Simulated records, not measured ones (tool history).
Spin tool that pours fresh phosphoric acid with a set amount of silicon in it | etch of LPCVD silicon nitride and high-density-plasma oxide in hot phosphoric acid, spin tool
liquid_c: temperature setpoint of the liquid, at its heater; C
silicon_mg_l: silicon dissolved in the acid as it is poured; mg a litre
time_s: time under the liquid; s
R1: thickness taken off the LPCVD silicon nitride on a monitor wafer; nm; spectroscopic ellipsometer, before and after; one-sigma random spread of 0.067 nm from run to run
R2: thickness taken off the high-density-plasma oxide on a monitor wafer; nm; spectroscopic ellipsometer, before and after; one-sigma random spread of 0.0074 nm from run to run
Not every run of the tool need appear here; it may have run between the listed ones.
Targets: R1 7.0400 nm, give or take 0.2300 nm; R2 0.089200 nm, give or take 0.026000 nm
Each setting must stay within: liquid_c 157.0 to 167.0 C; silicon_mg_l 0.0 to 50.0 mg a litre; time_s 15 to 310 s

Run 1, hour 0.0: liquid_c 162.0 C, silicon_mg_l 23.0 mg a litre, time_s 160 s. Result: R1 17.0600 nm, R2 0.297380 nm.
Run 2, hour 9.0: liquid_c 161.5 C, silicon_mg_l 23.5 mg a litre, time_s 145 s. Result: R1 15.1340 nm, R2 0.311020 nm.
Run 3, hour 13.6: liquid_c 163.5 C, silicon_mg_l 23.5 mg a litre, time_s 145 s. Result: R1 16.0960 nm, R2 0.372490 nm.
Run 4, hour 16.4: liquid_c 163.0 C, silicon_mg_l 25.5 mg a litre, time_s 130 s. Result: R1 14.1700 nm, R2 0.281810 nm.
Run 5, hour 22.4: liquid_c 162.5 C, silicon_mg_l 27.0 mg a litre, time_s 120 s. Result: R1 12.7670 nm, R2 0.219850 nm.
Run 6, hour 24.3: liquid_c 162.0 C, silicon_mg_l 27.5 mg a litre, time_s 110 s. Result: R1 11.6680 nm, R2 0.200850 nm.
Run 7, hour 25.8: liquid_c 161.5 C, silicon_mg_l 28.0 mg a litre, time_s 105 s. Result: R1 10.9100 nm, R2 0.183180 nm.
Run 8, hour 30.2: liquid_c 161.0 C, silicon_mg_l 28.5 mg a litre, time_s 100 s. Result: R1 10.3720 nm, R2 0.158530 nm.
Run 9, hour 37.4: liquid_c 161.0 C, silicon_mg_l 28.5 mg a litre, time_s 100 s. Result: R1 10.2270 nm, R2 0.190410 nm.
Run 10, hour 39.2: liquid_c 160.5 C, silicon_mg_l 30.5 mg a litre, time_s 95 s. Result: R1 9.3694 nm, R2 0.134010 nm.
Run 11, hour 47.2: liquid_c 160.0 C, silicon_mg_l 30.5 mg a litre, time_s 90 s. Result: R1 8.7845 nm, R2 0.128840 nm.
Run 12, hour 48.7: liquid_c 159.5 C, silicon_mg_l 30.5 mg a litre, time_s 90 s. Result: R1 8.8111 nm, R2 0.116130 nm.
Run 13, hour 53.9: liquid_c 158.5 C, silicon_mg_l 29.5 mg a litre, time_s 50 s. Result: R1 4.6935 nm, R2 0.051151 nm.
Run 14, hour 60.8: liquid_c 159.0 C, silicon_mg_l 30.5 mg a litre, time_s 50 s. Result: R1 4.8004 nm, R2 0.065995 nm.
Run 15, hour 69.0: liquid_c 160.5 C, silicon_mg_l 45.5 mg a litre, time_s 115 s. Result: R1 11.5090 nm, R2 0.071385 nm.
Run 16, hour 74.4: liquid_c 160.0 C, silicon_mg_l 43.5 mg a litre, time_s 110 s. Result: R1 10.7260 nm, R2 0.072769 nm.
Run 17, hour 81.1: liquid_c 157.5 C, silicon_mg_l 28.5 mg a litre, time_s 55 s. Result: R1 5.0287 nm, R2 0.066219 nm.
Run 18, hour 86.7: liquid_c 160.0 C, silicon_mg_l 29.5 mg a litre, time_s 60 s. Result: R1 5.9359 nm, R2 0.081624 nm.
Run 19, hour 92.1: liquid_c 160.5 C, silicon_mg_l 30.0 mg a litre, time_s 60 s. Result: R1 6.0334 nm, R2 0.079744 nm.
Run 20, hour 98.3: liquid_c 161.0 C, silicon_mg_l 30.5 mg a litre, time_s 60 s. Result: R1 6.1762 nm, R2 0.092459 nm.
Run 21, hour 101.5: liquid_c 163.0 C, silicon_mg_l 44.5 mg a litre, time_s 75 s. Result: R1 8.2813 nm, R2 0.057398 nm.
Run 22, hour 110.2: liquid_c 162.5 C, silicon_mg_l 43.0 mg a litre, time_s 75 s. Result: R1 8.2082 nm, R2 0.056546 nm.
Run 23, hour 111.4: liquid_c 162.0 C, silicon_mg_l 41.5 mg a litre, time_s 75 s. Result: R1 7.8116 nm, R2 0.065068 nm.

Which of these 5 next moves meets every target?
Run A, hour 112.6: liquid_c 160.5 C, silicon_mg_l 6.0 mg a litre, time_s 65 s. Result: R1 ?, R2 ?.
Run B, hour 112.6: liquid_c 161.5 C, silicon_mg_l 43.0 mg a litre, time_s 65 s. Result: R1 ?, R2 ?.
Run C, hour 112.6: liquid_c 161.5 C, silicon_mg_l 36.0 mg a litre, time_s 75 s. Result: R1 ?, R2 ?.
Run D, hour 112.6: liquid_c 165.0 C, silicon_mg_l 37.0 mg a litre, time_s 60 s. Result: R1 ?, R2 ?.
Run E, hour 112.6: liquid_c 161.0 C, silicon_mg_l 33.0 mg a litre, time_s 75 s. Result: R1 ?, R2 ?.

move      R1        R2
   A  6.5686  0.185810
   B  6.7919  0.048988
   C  7.8368  0.089497
   D  7.0392  0.087575
   E  7.7070  0.099880
A: takes the biggest miss from the last run beyond its target
B: takes the biggest miss from the last run beyond its target
C: about the same distance from the targets as the last run
D: each result inside its tolerance
E: closes in on the targets versus the last run, not all within tolerance yet
Go with D: it meets all targets.

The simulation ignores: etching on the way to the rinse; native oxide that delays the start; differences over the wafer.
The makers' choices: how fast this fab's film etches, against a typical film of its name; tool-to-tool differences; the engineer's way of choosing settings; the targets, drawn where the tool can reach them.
